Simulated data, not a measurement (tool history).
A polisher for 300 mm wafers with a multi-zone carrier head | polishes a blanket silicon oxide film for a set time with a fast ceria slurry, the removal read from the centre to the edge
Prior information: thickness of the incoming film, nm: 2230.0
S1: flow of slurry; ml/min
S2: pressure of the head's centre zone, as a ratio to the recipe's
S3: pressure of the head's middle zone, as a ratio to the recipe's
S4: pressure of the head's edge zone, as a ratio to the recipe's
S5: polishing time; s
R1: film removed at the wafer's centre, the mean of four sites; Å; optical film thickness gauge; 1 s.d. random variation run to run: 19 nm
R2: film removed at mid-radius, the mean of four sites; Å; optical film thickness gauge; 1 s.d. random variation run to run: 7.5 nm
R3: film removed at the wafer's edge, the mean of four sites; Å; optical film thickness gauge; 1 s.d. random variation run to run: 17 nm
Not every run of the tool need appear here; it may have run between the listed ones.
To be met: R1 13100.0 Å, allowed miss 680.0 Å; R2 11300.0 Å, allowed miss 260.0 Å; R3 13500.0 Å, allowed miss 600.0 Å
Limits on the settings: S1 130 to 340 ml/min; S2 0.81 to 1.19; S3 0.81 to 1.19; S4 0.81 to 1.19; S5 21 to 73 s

| run | day | S1 | S2 | S3 | S4 | S5 | R1 | R2 | R3 |
|---|---|---|---|---|---|---|---|---|---|
| 1 | 0.000 | 220 | 1.00 | 1.00 | 1.00 | 47 | 9310.6 | 9455.9 | 9633.4 |
| 2 | 0.088 | 220 | 1.00 | 1.00 | 1.00 | 38 | 7601.6 | 7670.6 | 7738.4 |
| 3 | 0.238 | 220 | 0.95 | 1.00 | 1.00 | 38 | 7174.8 | 7647.5 | 7983.7 |
| 4 | 0.508 | 230 | 0.98 | 0.96 | 1.05 | 45 | 8825.1 | 8961.6 | 9318.4 |
| 5 | 0.838 | 195 | 0.99 | 0.91 | 1.07 | 51 | 9683.4 | 9615.7 | 10687.0 |
| 6 | 1.083 | 195 | 0.99 | 0.91 | 1.07 | 39 | 7685.4 | 7309.1 | 8065.7 |
| 7 | 1.217 | 180 | 1.02 | 0.88 | 1.09 | 47 | 9188.7 | 8598.8 | 9869.1 |
| 8 | 1.446 | 170 | 1.06 | 0.88 | 1.11 | 51 | 10258.0 | 9173.6 | 10562.0 |
| 9 | 1.612 | 190 | 1.07 | 0.87 | 1.14 | 54 | 11063.0 | 9887.7 | 11552.0 |
| 10 | 1.729 | 205 | 1.08 | 0.86 | 1.16 | 56 | 11873.0 | 10419.0 | 12491.0 |
| 11 | 1.829 | 265 | 1.12 | 0.89 | 1.19 | 56 | 12712.0 | 10871.0 | 12954.0 |
| 12 | 2.088 | 275 | 1.12 | 0.89 | 1.19 | 56 | 12964.0 | 11024.0 | 12553.0 |
| 13 | 2.146 | 260 | 1.11 | 0.88 | 1.19 | 57 | 12888.0 | 10963.0 | 13051.0 |
| 14 | 2.288 | 260 | 1.10 | 0.88 | 1.19 | 57 | 12226.0 | 11052.0 | 12783.0 |

Which single option among these 4 for the next run brings every result within its allowed miss of target? Just one does.
| A | 2.429 | 250 | 1.06 | 0.85 | 1.16 | 60 | ? | ? | ? |
| B | 2.429 | 225 | 1.12 | 0.81 | 1.19 | 60 | ? | ? | ? |
| C | 2.429 | 330 | 1.19 | 1.03 | 1.06 | 50 | ? | ? | ? |
| D | 2.429 | 305 | 1.12 | 0.98 | 1.04 | 55 | ? | ? | ? |

| move | R1 | R2 | R3 |
|---|---|---|---|
| A | 12732.0 | 11242.0 | 13579.0 |
| B | 13125.0 | 10833.0 | 13601.0 |
| C | 12098.0 | 10622.0 | 11098.0 |
| D | 12535.0 | 11305.0 | 12040.0 |
A: every result lands within tolerance
B: meets the target for the result that was furthest off, but another lies outside its allowed miss
C: lands further from the targets than the last run did
D: meets the target for the result that was furthest off, but another lies outside its allowed miss
Move A is the one to make.

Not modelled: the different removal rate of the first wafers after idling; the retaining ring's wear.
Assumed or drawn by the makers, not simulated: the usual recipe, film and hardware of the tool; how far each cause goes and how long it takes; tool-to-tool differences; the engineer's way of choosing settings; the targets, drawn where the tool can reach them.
